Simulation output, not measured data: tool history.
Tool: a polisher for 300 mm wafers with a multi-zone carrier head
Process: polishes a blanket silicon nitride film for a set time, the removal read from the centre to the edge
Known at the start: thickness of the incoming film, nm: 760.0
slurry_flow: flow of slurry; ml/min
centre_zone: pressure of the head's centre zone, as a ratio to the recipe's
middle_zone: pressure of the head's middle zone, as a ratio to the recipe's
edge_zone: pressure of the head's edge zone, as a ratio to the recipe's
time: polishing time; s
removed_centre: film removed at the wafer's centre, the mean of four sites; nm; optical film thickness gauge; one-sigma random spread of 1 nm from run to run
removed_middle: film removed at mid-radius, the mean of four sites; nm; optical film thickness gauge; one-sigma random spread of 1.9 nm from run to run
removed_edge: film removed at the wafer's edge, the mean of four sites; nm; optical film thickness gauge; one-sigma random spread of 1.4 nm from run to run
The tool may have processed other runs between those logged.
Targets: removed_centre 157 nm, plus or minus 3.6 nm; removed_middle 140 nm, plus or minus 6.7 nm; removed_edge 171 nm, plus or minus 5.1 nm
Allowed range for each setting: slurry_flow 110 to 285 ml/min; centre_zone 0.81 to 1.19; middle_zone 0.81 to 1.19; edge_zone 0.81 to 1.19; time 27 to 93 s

{"run": 1, "hour": 0.0, "slurry_flow": 180, "centre_zone": 1, "middle_zone": 1, "edge_zone": 1, "time": 59, "removed_centre": 185.33, "removed_middle": 192.24, "removed_edge": 191.8}
{"run": 2, "hour": 1.9, "slurry_flow": 180, "centre_zone": 1, "middle_zone": 1.03, "edge_zone": 1, "time": 59, "removed_centre": 184.7, "removed_middle": 191.32, "removed_edge": 189.78}
{"run": 3, "hour": 6.0, "slurry_flow": 180, "centre_zone": 0.93, "middle_zone": 1.03, "edge_zone": 1, "time": 59, "removed_centre": 170.52, "removed_middle": 195.3, "removed_edge": 187.47}
{"run": 4, "hour": 14.6, "slurry_flow": 175, "centre_zone": 0.94, "middle_zone": 1, "edge_zone": 1.01, "time": 58, "removed_centre": 169.1, "removed_middle": 182.57, "removed_edge": 186.1}
{"run": 5, "hour": 23.3, "slurry_flow": 170, "centre_zone": 0.94, "middle_zone": 0.98, "edge_zone": 1, "time": 58, "removed_centre": 169.22, "removed_middle": 180.84, "removed_edge": 187.49}
{"run": 6, "hour": 25.2, "slurry_flow": 165, "centre_zone": 0.94, "middle_zone": 0.96, "edge_zone": 0.99, "time": 57, "removed_centre": 164.81, "removed_middle": 177.01, "removed_edge": 184.42}
{"run": 7, "hour": 28.8, "slurry_flow": 165, "centre_zone": 0.95, "middle_zone": 0.94, "edge_zone": 0.99, "time": 56, "removed_centre": 164.33, "removed_middle": 165.53, "removed_edge": 178.53}
{"run": 8, "hour": 34.5, "slurry_flow": 120, "centre_zone": 0.95, "middle_zone": 0.84, "edge_zone": 1.02, "time": 55, "removed_centre": 152.86, "removed_middle": 140.84, "removed_edge": 171.71}

Pick the move, out of 4, that brings all results within their allowed miss; only one does.
{"run": "A", "hour": 40.2, "slurry_flow": 125, "centre_zone": 1.01, "middle_zone": 0.86, "edge_zone": 1.09, "time": 53, "removed_centre": "?", "removed_middle": "?", "removed_edge": "?"}
{"run": "B", "hour": 40.2, "slurry_flow": 120, "centre_zone": 0.9, "middle_zone": 0.81, "edge_zone": 1.03, "time": 56, "removed_centre": "?", "removed_middle": "?", "removed_edge": "?"}
{"run": "C", "hour": 40.2, "slurry_flow": 145, "centre_zone": 0.95, "middle_zone": 0.84, "edge_zone": 0.97, "time": 52, "removed_centre": "?", "removed_middle": "?", "removed_edge": "?"}
{"run": "D", "hour": 40.2, "slurry_flow": 110, "centre_zone": 1.06, "middle_zone": 0.83, "edge_zone": 1.11, "time": 50, "removed_centre": "?", "removed_middle": "?", "removed_edge": "?"}

move=A removed_centre=158.42 removed_middle=143.97 removed_edge=172.37
move=B removed_centre=147.71 removed_middle=143.85 removed_edge=176.4
move=C removed_centre=150.41 removed_middle=142.23 removed_edge=163
move=D removed_centre=152.63 removed_middle=128.73 removed_edge=161.38
A: in spec on every target
B: its largest miss is bigger than the last run's
C: its largest miss is bigger than the last run's
D: its largest miss is bigger than the last run's
A is the move that brings every result within its allowed miss.
